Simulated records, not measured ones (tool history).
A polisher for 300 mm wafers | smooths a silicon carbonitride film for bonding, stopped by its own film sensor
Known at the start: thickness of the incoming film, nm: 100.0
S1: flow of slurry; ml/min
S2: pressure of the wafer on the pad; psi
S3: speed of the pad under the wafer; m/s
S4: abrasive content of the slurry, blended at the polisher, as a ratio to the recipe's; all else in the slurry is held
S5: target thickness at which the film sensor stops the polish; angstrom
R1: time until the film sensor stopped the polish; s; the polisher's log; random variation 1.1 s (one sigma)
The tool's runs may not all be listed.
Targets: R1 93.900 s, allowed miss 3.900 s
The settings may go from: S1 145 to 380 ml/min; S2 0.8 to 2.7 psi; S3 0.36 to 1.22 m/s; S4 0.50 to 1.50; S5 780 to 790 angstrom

run 1 hour=0.0 | S1=245 S2=1.7 S3=0.78 S4=1.00 S5=790 | R1=139.400
run 2 hour=7.6 | S1=245 S2=1.7 S3=0.78 S4=1.00 S5=780 | R1=143.980
run 3 hour=14.8 | S1=285 S2=1.7 S3=0.78 S4=1.00 S5=780 | R1=144.750
run 4 hour=15.9 | S1=285 S2=1.9 S3=0.78 S4=1.00 S5=780 | R1=133.930
run 5 hour=19.1 | S1=285 S2=1.9 S3=0.78 S4=0.80 S5=780 | R1=137.050
run 6 hour=23.9 | S1=285 S2=1.9 S3=0.78 S4=0.90 S5=780 | R1=136.400
run 7 hour=28.4 | S1=285 S2=2.4 S3=0.80 S4=0.90 S5=780 | R1=105.180
run 8 hour=30.0 | S1=285 S2=2.5 S3=0.80 S4=0.90 S5=780 | R1=100.520
run 9 hour=38.9 | S1=285 S2=2.6 S3=0.80 S4=0.90 S5=780 | R1=100.020

4 next moves are on the table. One of them brings every result within its allowed miss. Which?
run A hour=47.8 | S1=305 S2=2.7 S3=0.88 S4=0.85 S5=790 | R1=?
run B hour=47.8 | S1=160 S2=2.3 S3=0.96 S4=0.95 S5=790 | R1=?
run C hour=47.8 | S1=265 S2=2.7 S3=0.88 S4=0.90 S5=790 | R1=?
run D hour=47.8 | S1=320 S2=2.7 S3=0.78 S4=1.00 S5=790 | R1=?

move=A R1=84.547
move=B R1=95.539
move=C R1=84.135
move=D R1=88.355
A: takes the result that was furthest off past its target
B: meets every target
C: takes the result that was furthest off past its target
D: takes the result that was furthest off past its target
Answer: B

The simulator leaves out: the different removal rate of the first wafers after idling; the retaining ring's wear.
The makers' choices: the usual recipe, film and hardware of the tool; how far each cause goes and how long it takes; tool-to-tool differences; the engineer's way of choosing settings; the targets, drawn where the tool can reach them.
